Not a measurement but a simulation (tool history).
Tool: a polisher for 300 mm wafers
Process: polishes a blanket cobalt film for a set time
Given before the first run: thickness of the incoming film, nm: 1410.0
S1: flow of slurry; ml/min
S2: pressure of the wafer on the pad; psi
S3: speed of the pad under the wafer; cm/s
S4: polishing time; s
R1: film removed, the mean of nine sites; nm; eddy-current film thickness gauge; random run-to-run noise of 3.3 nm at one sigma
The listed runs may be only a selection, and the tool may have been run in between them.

run,hour,S1,S2,S3,S4,R1
1,0.0,270,1.6,110,54,238.15
2,4.9,320,1.6,110,54,243.87
3,7.0,325,1.9,110,54,284.95
4,9.5,325,1.9,130,54,334.87
5,12.0,380,1.9,130,54,347.22
6,13.9,385,2.0,130,54,358.25
7,14.7,385,2.0,130,54,362.74
# hour 16.6: head pressure recalibrated
8,16.6,385,2.0,130,54,341.52

Run 9 is up next; what results do you expect?
9,23.7,385,2.2,130,54,?

{"run 9": {"R1": 378.21}}
